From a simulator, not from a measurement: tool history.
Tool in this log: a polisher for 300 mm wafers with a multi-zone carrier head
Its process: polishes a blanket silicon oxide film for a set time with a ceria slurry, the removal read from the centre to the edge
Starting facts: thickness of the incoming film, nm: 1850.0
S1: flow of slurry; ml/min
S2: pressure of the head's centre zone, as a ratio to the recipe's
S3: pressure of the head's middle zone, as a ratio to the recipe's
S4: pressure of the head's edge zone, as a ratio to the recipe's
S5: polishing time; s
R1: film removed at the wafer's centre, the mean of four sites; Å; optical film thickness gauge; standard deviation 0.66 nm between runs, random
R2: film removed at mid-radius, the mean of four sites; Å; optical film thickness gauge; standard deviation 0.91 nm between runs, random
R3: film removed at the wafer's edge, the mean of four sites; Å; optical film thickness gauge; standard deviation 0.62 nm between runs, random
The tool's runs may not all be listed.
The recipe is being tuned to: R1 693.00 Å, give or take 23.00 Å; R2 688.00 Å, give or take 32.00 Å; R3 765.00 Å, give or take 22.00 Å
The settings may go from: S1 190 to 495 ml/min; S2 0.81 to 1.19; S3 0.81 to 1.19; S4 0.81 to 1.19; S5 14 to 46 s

run	hour	S1	S2	S3	S4	S5	R1	R2	R3
1	0.0	320	1.00	1.00	1.00	30	1287.10	1232.90	1276.30
2	3.1	320	1.08	1.00	1.00	30	1373.90	1230.30	1271.20
3	3.7	315	1.06	0.99	0.99	28	1254.30	1126.90	1191.90
4	12.0	315	1.06	1.07	0.99	28	1259.40	1197.80	1182.70
5	13.4	315	1.06	1.12	0.99	28	1258.30	1253.00	1192.20
6	20.4	310	1.04	1.10	0.98	27	1220.50	1198.90	1144.00
7	24.7	305	1.02	1.08	0.99	26	1116.20	1145.60	1108.20
8	26.2	305	1.01	1.06	0.99	25	1061.40	1059.90	1065.40
9	32.7	305	1.00	1.04	0.98	24	1017.10	1012.50	1024.60
# hour 33.7: edge zone pressure recalibrated
10	33.7	305	0.99	1.02	0.97	23	976.27	952.29	935.13
11	35.4	300	0.97	1.00	0.97	23	932.66	954.82	964.57

4 candidate next runs follow, results not yet known. Just one meets every target within its allowed miss. Identify it.
A	37.1	215	0.99	0.81	1.06	19	?	?	?
B	37.1	270	0.93	0.95	1.11	18	?	?	?
C	37.1	190	0.84	0.91	1.17	19	?	?	?
D	37.1	320	0.96	0.98	1.05	17	?	?	?

move	R1	R2	R3
A	763.72	634.08	796.83
B	695.48	699.46	776.72
C	638.94	689.97	814.97
D	688.55	687.19	727.57
A: closes in on the targets versus the last run, not all within tolerance yet
B: meets every target
C: takes the biggest miss from the last run beyond its target
D: the worst result of the last run now meets its target, but another is out of spec
Correct choice: B, which meets every target
